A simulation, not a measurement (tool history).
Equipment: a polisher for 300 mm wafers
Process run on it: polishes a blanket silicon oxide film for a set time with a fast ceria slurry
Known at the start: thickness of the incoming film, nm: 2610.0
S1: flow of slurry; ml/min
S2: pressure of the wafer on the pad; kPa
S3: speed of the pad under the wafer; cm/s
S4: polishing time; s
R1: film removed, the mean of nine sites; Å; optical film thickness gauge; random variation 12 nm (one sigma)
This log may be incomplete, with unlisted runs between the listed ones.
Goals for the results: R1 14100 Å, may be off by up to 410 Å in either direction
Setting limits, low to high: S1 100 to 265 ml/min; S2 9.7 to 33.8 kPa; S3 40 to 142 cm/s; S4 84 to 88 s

run	hour	S1	S2	S3	S4	R1
1	0.0	170	21.4	90	84	16064
2	8.1	190	21.4	90	84	16213
3	15.5	190	21.4	90	84	16333
4	23.6	185	20.7	90	84	15900
5	29.8	200	20.7	90	84	15997
6	31.1	200	20.7	72	84	13112
7	32.3	205	20.7	72	84	12909
8	33.7	205	22.1	72	84	13501

Consider the 4 candidate settings below. Which is the only one whose results all fall within their allowed miss of target?
A	35.1	190	24.1	64	84	?
B	35.1	265	19.3	72	84	?
C	35.1	205	25.5	64	84	?
D	35.1	200	27.6	64	84	?

move	R1
A	12883
B	12972
C	13536
D	14254
A: further off than the last run
B: further off than the last run
C: gains on the last run, yet a result remains outside its allowed miss
D: hits every target within its allowed miss
D is the move that brings every result within its allowed miss.
